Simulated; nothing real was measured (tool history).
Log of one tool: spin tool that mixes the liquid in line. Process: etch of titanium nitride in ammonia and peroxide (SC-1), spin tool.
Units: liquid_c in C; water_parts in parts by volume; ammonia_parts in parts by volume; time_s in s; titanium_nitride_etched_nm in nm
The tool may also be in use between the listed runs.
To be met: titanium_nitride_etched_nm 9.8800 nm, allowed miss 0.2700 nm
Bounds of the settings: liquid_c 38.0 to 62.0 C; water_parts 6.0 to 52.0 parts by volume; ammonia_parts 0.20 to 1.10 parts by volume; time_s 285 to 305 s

run 1 hour=0.0 | liquid_c=46.0 water_parts=29.0 ammonia_parts=0.60 time_s=285 | titanium_nitride_etched_nm=5.5444
run 2 hour=2.3 | liquid_c=48.0 water_parts=29.0 ammonia_parts=0.60 time_s=285 | titanium_nitride_etched_nm=6.4960
run 3 hour=7.3 | liquid_c=49.5 water_parts=29.0 ammonia_parts=0.60 time_s=285 | titanium_nitride_etched_nm=7.1396
run 4 hour=8.7 | liquid_c=49.5 water_parts=35.5 ammonia_parts=0.60 time_s=285 | titanium_nitride_etched_nm=6.3445
run 5 hour=15.6 | liquid_c=51.0 water_parts=35.5 ammonia_parts=0.60 time_s=285 | titanium_nitride_etched_nm=7.2359
run 6 hour=23.8 | liquid_c=51.0 water_parts=35.5 ammonia_parts=0.60 time_s=305 | titanium_nitride_etched_nm=7.5632
run 7 hour=27.1 | liquid_c=52.0 water_parts=35.5 ammonia_parts=0.60 time_s=305 | titanium_nitride_etched_nm=8.1431
run 8 hour=33.8 | liquid_c=52.5 water_parts=35.5 ammonia_parts=0.60 time_s=305 | titanium_nitride_etched_nm=8.5566
run 9 hour=42.3 | liquid_c=53.0 water_parts=35.5 ammonia_parts=0.60 time_s=305 | titanium_nitride_etched_nm=8.7128
run 10 hour=48.7 | liquid_c=53.5 water_parts=35.5 ammonia_parts=0.60 time_s=305 | titanium_nitride_etched_nm=9.1080
run 11 hour=50.2 | liquid_c=54.0 water_parts=35.5 ammonia_parts=0.60 time_s=305 | titanium_nitride_etched_nm=9.4839

5 next moves are on the table. One of them brings every result within its allowed miss. Which?
run A hour=51.7 | liquid_c=53.0 water_parts=28.0 ammonia_parts=0.55 time_s=285 | titanium_nitride_etched_nm=?
run B hour=51.7 | liquid_c=57.5 water_parts=42.0 ammonia_parts=0.40 time_s=285 | titanium_nitride_etched_nm=?
run C hour=51.7 | liquid_c=53.0 water_parts=27.0 ammonia_parts=0.45 time_s=285 | titanium_nitride_etched_nm=?
run D hour=51.7 | liquid_c=57.0 water_parts=44.0 ammonia_parts=0.65 time_s=290 | titanium_nitride_etched_nm=?
run E hour=51.7 | liquid_c=55.0 water_parts=39.0 ammonia_parts=0.70 time_s=290 | titanium_nitride_etched_nm=?

move=A titanium_nitride_etched_nm=9.1819
move=B titanium_nitride_etched_nm=9.3324
move=C titanium_nitride_etched_nm=9.0238
move=D titanium_nitride_etched_nm=9.8117
move=E titanium_nitride_etched_nm=9.2986
A: further off than the last run
B: further off than the last run
C: further off than the last run
D: meets every target
E: further off than the last run
Move D is the one to make.
